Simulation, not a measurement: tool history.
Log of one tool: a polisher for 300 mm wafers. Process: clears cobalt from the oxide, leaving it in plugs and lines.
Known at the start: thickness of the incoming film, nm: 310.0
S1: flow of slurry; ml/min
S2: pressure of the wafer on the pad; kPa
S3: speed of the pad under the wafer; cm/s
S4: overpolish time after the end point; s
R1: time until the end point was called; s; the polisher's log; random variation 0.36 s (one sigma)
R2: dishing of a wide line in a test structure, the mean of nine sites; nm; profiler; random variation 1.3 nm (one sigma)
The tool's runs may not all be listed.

{"run": 1, "day": 0.0, "S1": 140, "S2": 10.3, "S3": 118, "S4": 26, "R1": 63.258, "R2": 63.414}
{"run": 2, "day": 0.258, "S1": 140, "S2": 10.3, "S3": 118, "S4": 17, "R1": 63.684, "R2": 50.085}
{"run": 3, "day": 0.304, "S1": 145, "S2": 11.7, "S3": 118, "S4": 20, "R1": 56.78, "R2": 60.174}
{"run": 4, "day": 0.546, "S1": 145, "S2": 13.1, "S3": 118, "S4": 20, "R1": 50.169, "R2": 62.499}
{"run": 5, "day": 0.738, "S1": 150, "S2": 13.8, "S3": 118, "S4": 22, "R1": 47.834, "R2": 69.623}
{"run": 6, "day": 0.917, "S1": 150, "S2": 13.8, "S3": 118, "S4": 17, "R1": 47.641, "R2": 59.675}
{"run": 7, "day": 1.267, "S1": 150, "S2": 13.8, "S3": 118, "S4": 17, "R1": 47.493, "R2": 59.191}

The next listed run, before its measurement:
{"run": 8, "day": 1.617, "S1": 150, "S2": 14.5, "S3": 118, "S4": 20, "R1": "?", "R2": "?"}

Run 8 gave R1 44.772 s, R2 65.921 nm.
